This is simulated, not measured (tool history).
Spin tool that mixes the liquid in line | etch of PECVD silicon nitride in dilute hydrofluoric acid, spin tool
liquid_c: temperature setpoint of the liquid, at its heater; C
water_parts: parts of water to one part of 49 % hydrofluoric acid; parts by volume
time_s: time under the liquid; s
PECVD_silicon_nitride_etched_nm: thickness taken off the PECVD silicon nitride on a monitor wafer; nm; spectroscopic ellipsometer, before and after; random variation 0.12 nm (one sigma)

run    day  liquid_c  water_parts  time_s  PECVD_silicon_nitride_etched_nm
  1  0.000      22.0          115     265                           8.0507
  2  0.054      23.5          115     265                           8.8180
  3  0.404      23.5          115     265                           8.8821
  4  0.488      25.0          115     265                           9.7892
  5  0.696      25.0          100     265                          11.3450
  6  0.783      23.0          100     265                           9.9511
  7  0.846      24.0          100     265                          10.4250
  8  0.896      25.0          100     265                          11.2160
  9  1.029      26.0          100     265                          11.8530

Run 10 comes next. What will it give?
 10  1.125      26.5          100     265                                ?

{"run 10": {"PECVD_silicon_nitride_etched_nm": 12.567}}
